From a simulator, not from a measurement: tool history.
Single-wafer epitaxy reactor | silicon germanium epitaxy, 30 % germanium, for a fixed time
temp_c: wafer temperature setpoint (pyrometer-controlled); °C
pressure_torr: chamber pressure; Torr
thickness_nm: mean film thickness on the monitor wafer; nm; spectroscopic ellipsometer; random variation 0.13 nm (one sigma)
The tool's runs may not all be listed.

run  hour  temp_c  pressure_torr  thickness_nm
  1   0.0     605           14.4        58.672
  2   1.4     600           14.4        54.380
  3   6.0     600           16.9        57.534
  4  14.3     596           16.2        53.194
  5  16.1     593           15.5        49.634
  6  17.8     593           17.0        51.651
  7  22.8     590           16.1        48.454
  8  30.6     588           15.2        45.481
  9  33.8     586           14.7        43.769

Forecast run 10:
 10  35.2     585           14.2             ?

thickness_nm: 42.247 nm
